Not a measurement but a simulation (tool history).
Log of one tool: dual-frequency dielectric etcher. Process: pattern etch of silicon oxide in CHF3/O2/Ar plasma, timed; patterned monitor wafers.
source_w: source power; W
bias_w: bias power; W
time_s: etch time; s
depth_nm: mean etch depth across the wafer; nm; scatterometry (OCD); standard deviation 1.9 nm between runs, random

run	day	source_w	bias_w	time_s	depth_nm
1	0.000	640	209	311.0	682.74
2	0.233	640	189	311.0	660.74
3	0.579	630	189	311.0	655.97
4	0.742	630	189	311.0	658.84
5	0.896	630	189	286.5	610.42
6	1.038	680	189	286.5	617.72
7	1.388	690	192	286.5	625.17

Forecast run 8:
8	1.608	700	193	286.5	?

{"run 8": {"depth_nm": 627.03}}
